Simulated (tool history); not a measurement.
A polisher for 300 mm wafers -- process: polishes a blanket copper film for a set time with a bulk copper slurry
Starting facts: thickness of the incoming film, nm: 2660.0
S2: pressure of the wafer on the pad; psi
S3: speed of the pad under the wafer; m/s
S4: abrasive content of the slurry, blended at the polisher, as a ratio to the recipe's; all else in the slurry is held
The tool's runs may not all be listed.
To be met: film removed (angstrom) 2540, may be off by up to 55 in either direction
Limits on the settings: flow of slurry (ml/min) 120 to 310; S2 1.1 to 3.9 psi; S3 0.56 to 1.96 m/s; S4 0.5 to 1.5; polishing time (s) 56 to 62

run 1 hour=0 | flow_of_slurry_(ml/min)=200 S2=2.5 S3=1.26 S4=1 polishing_time_(s)=62 | film_removed_(angstrom)=5202
run 2 hour=8.7 | flow_of_slurry_(ml/min)=200 S2=2.5 S3=1.46 S4=1 polishing_time_(s)=62 | film_removed_(angstrom)=6011
run 3 hour=12 | flow_of_slurry_(ml/min)=200 S2=2.5 S3=1.46 S4=1 polishing_time_(s)=62 | film_removed_(angstrom)=6008.9
run 4 hour=16.4 | flow_of_slurry_(ml/min)=190 S2=2.1 S3=1.36 S4=1 polishing_time_(s)=62 | film_removed_(angstrom)=4718.8
run 5 hour=18.4 | flow_of_slurry_(ml/min)=180 S2=1.8 S3=1.28 S4=1 polishing_time_(s)=62 | film_removed_(angstrom)=3815.3
run 6 hour=25.6 | flow_of_slurry_(ml/min)=180 S2=1.8 S3=1.28 S4=1 polishing_time_(s)=62 | film_removed_(angstrom)=3812.7
run 7 hour=33.6 | flow_of_slurry_(ml/min)=170 S2=1.6 S3=1.26 S4=1 polishing_time_(s)=62 | film_removed_(angstrom)=3325.3
run 8 hour=35.9 | flow_of_slurry_(ml/min)=160 S2=1.5 S3=1.26 S4=1 polishing_time_(s)=62 | film_removed_(angstrom)=3075.6
run 9 hour=42.2 | flow_of_slurry_(ml/min)=150 S2=1.4 S3=1.26 S4=1 polishing_time_(s)=62 | film_removed_(angstrom)=2808.2

Which single option among these 5 for the next run brings every result within its allowed miss of target? Just one does.
run A hour=48.5 | flow_of_slurry_(ml/min)=180 S2=1.1 S3=1.3 S4=1.2 polishing_time_(s)=58 | film_removed_(angstrom)=?
run B hour=48.5 | flow_of_slurry_(ml/min)=225 S2=1.4 S3=1.26 S4=0.95 polishing_time_(s)=62 | film_removed_(angstrom)=?
run C hour=48.5 | flow_of_slurry_(ml/min)=230 S2=1.5 S3=1.3 S4=0.9 polishing_time_(s)=61 | film_removed_(angstrom)=?
run D hour=48.5 | flow_of_slurry_(ml/min)=215 S2=1.4 S3=1.3 S4=1.2 polishing_time_(s)=62 | film_removed_(angstrom)=?
run E hour=48.5 | flow_of_slurry_(ml/min)=120 S2=1.4 S3=1.32 S4=0.95 polishing_time_(s)=56 | film_removed_(angstrom)=?

move=A film_removed_(angstrom)=2341.6
move=B film_removed_(angstrom)=2989.5
move=C film_removed_(angstrom)=3208.1
move=D film_removed_(angstrom)=3225.4
move=E film_removed_(angstrom)=2509.5
A: pushes the last run's worst result past its target
B: the biggest miss grows against the last run
C: the biggest miss grows against the last run
D: the biggest miss grows against the last run
E: meets every target
E is the move that brings every result within its allowed miss.
